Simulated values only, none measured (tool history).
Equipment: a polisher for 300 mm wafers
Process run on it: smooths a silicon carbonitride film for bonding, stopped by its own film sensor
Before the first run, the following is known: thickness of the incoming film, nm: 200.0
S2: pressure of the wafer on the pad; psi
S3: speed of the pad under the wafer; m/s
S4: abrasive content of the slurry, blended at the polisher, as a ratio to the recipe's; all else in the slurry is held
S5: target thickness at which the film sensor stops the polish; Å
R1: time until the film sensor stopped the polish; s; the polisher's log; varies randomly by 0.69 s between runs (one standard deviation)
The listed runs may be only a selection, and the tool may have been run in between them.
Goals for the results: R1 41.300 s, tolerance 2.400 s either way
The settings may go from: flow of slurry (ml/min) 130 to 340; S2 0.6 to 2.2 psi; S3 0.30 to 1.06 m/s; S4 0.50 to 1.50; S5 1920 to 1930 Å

Run 1, hour 0.0: flow of slurry (ml/min) 220, S2 1.4 psi, S3 0.68 m/s, S4 1.00, S5 1920 Å. Result: R1 50.941 s.
Run 2, hour 6.5: flow of slurry (ml/min) 190, S2 1.4 psi, S3 0.68 m/s, S4 1.00, S5 1920 Å. Result: R1 52.772 s.
Run 3, hour 12.7: flow of slurry (ml/min) 195, S2 1.5 psi, S3 0.68 m/s, S4 1.00, S5 1920 Å. Result: R1 49.012 s.
Run 4, hour 17.4: flow of slurry (ml/min) 195, S2 1.5 psi, S3 0.68 m/s, S4 1.00, S5 1920 Å. Result: R1 48.136 s.
Run 5, hour 20.1: flow of slurry (ml/min) 195, S2 1.2 psi, S3 0.68 m/s, S4 1.00, S5 1920 Å. Result: R1 59.670 s.
Run 6, hour 27.5: flow of slurry (ml/min) 195, S2 1.4 psi, S3 0.70 m/s, S4 1.00, S5 1920 Å. Result: R1 48.911 s.
Run 7, hour 28.9: flow of slurry (ml/min) 195, S2 1.5 psi, S3 0.70 m/s, S4 1.00, S5 1920 Å. Result: R1 47.649 s.
Run 8, hour 35.6: flow of slurry (ml/min) 195, S2 1.6 psi, S3 0.70 m/s, S4 1.00, S5 1920 Å. Result: R1 44.057 s.

Which single option among these 4 for the next run brings every result within its allowed miss of target? Just one does.
Run A, hour 42.3: flow of slurry (ml/min) 130, S2 1.5 psi, S3 0.60 m/s, S4 1.00, S5 1930 Å. Result: R1 ?.
Run B, hour 42.3: flow of slurry (ml/min) 205, S2 1.5 psi, S3 0.80 m/s, S4 0.80, S5 1920 Å. Result: R1 ?.
Run C, hour 42.3: flow of slurry (ml/min) 175, S2 1.6 psi, S3 0.70 m/s, S4 0.95, S5 1920 Å. Result: R1 ?.
Run D, hour 42.3: flow of slurry (ml/min) 220, S2 1.7 psi, S3 0.74 m/s, S4 0.95, S5 1920 Å. Result: R1 ?.

move      R1
   A  50.112
   B  46.048
   C  45.852
   D  40.001
A: misses by more than the last run did
B: misses by more than the last run did
C: misses by more than the last run did
D: hits every target within its allowed miss
D is the move that brings every result within its allowed miss.
